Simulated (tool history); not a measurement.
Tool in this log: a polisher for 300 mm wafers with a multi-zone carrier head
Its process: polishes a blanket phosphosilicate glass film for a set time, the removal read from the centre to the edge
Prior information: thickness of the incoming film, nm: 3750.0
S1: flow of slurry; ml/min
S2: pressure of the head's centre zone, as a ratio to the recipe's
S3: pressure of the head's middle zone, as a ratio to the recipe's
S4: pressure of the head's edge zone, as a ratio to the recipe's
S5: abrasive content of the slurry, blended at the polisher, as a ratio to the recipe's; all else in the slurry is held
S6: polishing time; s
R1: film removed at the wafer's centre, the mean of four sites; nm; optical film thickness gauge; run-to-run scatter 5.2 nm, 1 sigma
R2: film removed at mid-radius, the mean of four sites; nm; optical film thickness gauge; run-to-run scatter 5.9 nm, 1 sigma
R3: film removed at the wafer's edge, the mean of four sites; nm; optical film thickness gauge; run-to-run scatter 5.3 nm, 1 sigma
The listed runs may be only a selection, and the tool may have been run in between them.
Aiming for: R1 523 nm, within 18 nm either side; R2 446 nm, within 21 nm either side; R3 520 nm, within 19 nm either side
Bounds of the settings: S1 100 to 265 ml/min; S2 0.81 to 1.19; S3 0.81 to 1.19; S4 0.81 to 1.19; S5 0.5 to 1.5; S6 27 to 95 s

run 1 hour=0 | S1=170 S2=1 S3=1 S4=1 S5=1 S6=61 | R1=628.98 R2=604.98 R3=644.04
run 2 hour=1.8 | S1=170 S2=1.04 S3=1 S4=1 S5=1 S6=61 | R1=654.31 R2=622.4 R3=630.04
run 3 hour=7.1 | S1=160 S2=1.02 S3=0.95 S4=0.97 S5=0.9 S6=61 | R1=610.84 R2=576.1 R3=609.91
run 4 hour=9.9 | S1=160 S2=1.02 S3=0.9 S4=0.97 S5=0.9 S6=61 | R1=613.91 R2=545.01 R3=614.38
run 5 hour=15.3 | S1=160 S2=1.02 S3=0.88 S4=0.96 S5=0.8 S6=60 | R1=590.5 R2=507.81 R3=575.39
run 6 hour=23.6 | S1=155 S2=1.01 S3=0.87 S4=0.95 S5=0.75 S6=60 | R1=561.13 R2=498.37 R3=578.39
run 7 hour=29.5 | S1=155 S2=1.02 S3=0.86 S4=0.94 S5=0.7 S6=59 | R1=548.85 R2=472.43 R3=533.81
run 8 hour=33.5 | S1=150 S2=1.02 S3=0.85 S4=0.94 S5=0.7 S6=59 | R1=551.15 R2=462.84 R3=541.78
run 9 hour=41 | S1=145 S2=1.02 S3=0.85 S4=0.93 S5=0.7 S6=59 | R1=537.69 R2=465.21 R3=533.54
run 10 hour=46.6 | S1=140 S2=1.02 S3=0.84 S4=0.93 S5=0.7 S6=59 | R1=543.6 R2=457.02 R3=534.68

Pick the move, out of 4, that brings all results within their allowed miss; only one does.
run A hour=52.2 | S1=150 S2=1.05 S3=0.81 S4=0.93 S5=0.65 S6=62 | R1=? R2=? R3=?
run B hour=52.2 | S1=150 S2=0.95 S3=0.81 S4=0.83 S5=0.55 S6=64 | R1=? R2=? R3=?
run C hour=52.2 | S1=125 S2=0.96 S3=0.81 S4=1 S5=0.55 S6=65 | R1=? R2=? R3=?
run D hour=52.2 | S1=115 S2=0.99 S3=0.93 S4=0.93 S5=0.85 S6=59 | R1=? R2=? R3=?

move=A R1=589.19 R2=454.57 R3=554.45
move=B R1=526.36 R2=449.49 R3=521.56
move=C R1=524.32 R2=444.41 R3=564.25
move=D R1=544.43 R2=501.73 R3=551.25
A: further off than the last run
B: all results land within tolerance of their targets
C: brings the result that was furthest off to its target, and leaves another outside
D: further off than the last run
B meets every target.
